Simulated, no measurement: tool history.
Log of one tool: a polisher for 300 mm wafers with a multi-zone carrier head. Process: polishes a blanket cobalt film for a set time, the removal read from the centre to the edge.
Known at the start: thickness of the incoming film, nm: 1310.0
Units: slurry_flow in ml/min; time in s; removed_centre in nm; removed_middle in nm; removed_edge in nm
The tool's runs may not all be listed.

run,hour,slurry_flow,centre_zone,middle_zone,edge_zone,time,removed_centre,removed_middle,removed_edge
1,0,320,1,1,1,62,430.07,403.46,400.82
2,6.9,325,1.01,1.02,1,62,424.88,400.84,395.95
3,8.8,325,1.01,1.04,0.99,63,427.04,420.66,405.62
4,15.6,330,1.02,1.05,0.98,63,433.95,423.97,399.64
5,16.8,370,1.02,1.05,0.98,63,434.47,422.81,404.35
6,25.2,370,1.07,1.05,0.98,63,469.77,428.03,406.69
7,26.8,370,1.07,1.07,0.98,63,468.15,435.56,401.84
8,33.9,370,1.07,1.08,0.99,63,466.51,443.69,411.51
9,39.3,370,1.07,1.09,0.99,63,460.69,442.37,408.82
10,43.7,370,1.07,1.1,0.99,63,450.47,450.59,405.18
11,45.9,370,1.08,1.11,0.99,63,468,446.94,413.15
12,47.7,375,1.08,1.12,0.98,63,464.38,450.23,399.32
13,49,375,1.08,1.13,0.99,63,471.92,447.85,397.39

The next listed run, before its measurement:
14,53.8,380,1.07,1.14,0.99,64,?,?,?

Run 14 gave removed_centre 474.49 nm, removed_middle 465.67 nm, removed_edge 412.03 nm.
